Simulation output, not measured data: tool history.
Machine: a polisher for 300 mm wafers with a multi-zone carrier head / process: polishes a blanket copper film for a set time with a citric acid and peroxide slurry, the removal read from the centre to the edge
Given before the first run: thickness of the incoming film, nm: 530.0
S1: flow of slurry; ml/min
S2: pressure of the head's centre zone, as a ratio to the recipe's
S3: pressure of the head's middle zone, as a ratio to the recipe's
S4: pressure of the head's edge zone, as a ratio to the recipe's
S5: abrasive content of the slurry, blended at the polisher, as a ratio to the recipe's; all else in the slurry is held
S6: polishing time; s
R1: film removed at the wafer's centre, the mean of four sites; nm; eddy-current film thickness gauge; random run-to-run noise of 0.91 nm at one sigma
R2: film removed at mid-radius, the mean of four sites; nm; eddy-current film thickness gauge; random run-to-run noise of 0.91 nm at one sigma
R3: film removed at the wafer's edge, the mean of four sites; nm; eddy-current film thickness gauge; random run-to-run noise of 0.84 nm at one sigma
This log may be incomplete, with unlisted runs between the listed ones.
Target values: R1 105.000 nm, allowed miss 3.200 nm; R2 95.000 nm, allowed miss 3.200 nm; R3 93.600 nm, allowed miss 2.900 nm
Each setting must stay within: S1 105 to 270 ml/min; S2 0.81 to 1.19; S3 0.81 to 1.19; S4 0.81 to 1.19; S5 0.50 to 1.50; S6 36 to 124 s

run 1 hour=0.0 | S1=175 S2=1.00 S3=1.00 S4=1.00 S5=1.00 S6=79 | R1=129.050 R2=133.610 R3=128.060
run 2 hour=3.9 | S1=170 S2=1.01 S3=0.98 S4=0.97 S5=0.90 S6=77 | R1=121.690 R2=120.420 R3=119.360
run 3 hour=6.5 | S1=170 S2=1.02 S3=0.98 S4=0.94 S5=0.85 S6=76 | R1=119.150 R2=117.340 R3=113.920
run 4 hour=12.0 | S1=170 S2=1.02 S3=0.98 S4=1.00 S5=0.85 S6=76 | R1=120.860 R2=116.910 R3=117.150
run 5 hour=12.9 | S1=170 S2=1.02 S3=0.98 S4=1.00 S5=0.85 S6=92 | R1=142.770 R2=142.360 R3=140.500
run 6 hour=16.5 | S1=155 S2=1.02 S3=0.98 S4=1.00 S5=0.85 S6=92 | R1=140.820 R2=138.110 R3=139.430
run 7 hour=25.4 | S1=160 S2=1.03 S3=0.98 S4=0.98 S5=0.80 S6=88 | R1=134.880 R2=132.420 R3=130.100
run 8 hour=30.0 | S1=160 S2=1.03 S3=0.97 S4=0.96 S5=0.75 S6=85 | R1=126.040 R2=123.610 R3=121.140

Exactly one of the 4 candidate moves below puts every result within its allowed miss. Which one?
run A hour=34.6 | S1=180 S2=1.06 S3=0.95 S4=0.91 S5=0.55 S6=75 | R1=? R2=? R3=?
run B hour=34.6 | S1=210 S2=1.00 S3=1.07 S4=0.97 S5=0.50 S6=75 | R1=? R2=? R3=?
run C hour=34.6 | S1=135 S2=1.12 S3=0.99 S4=0.81 S5=0.90 S6=62 | R1=? R2=? R3=?
run D hour=34.6 | S1=160 S2=1.05 S3=1.05 S4=0.90 S5=0.55 S6=73 | R1=? R2=? R3=?

move=A R1=105.470 R2=95.974 R3=93.144
move=B R1=97.321 R2=103.500 R3=92.886
move=C R1=105.280 R2=94.403 R3=85.150
move=D R1=99.605 R2=99.746 R3=88.847
A: every result lands within tolerance
B: corrects the largest miss of the last run, while another result sits out of spec
C: pushes the last run's worst result past its target
D: pushes the last run's worst result past its target
So the answer is move A, the one that meets all the targets.
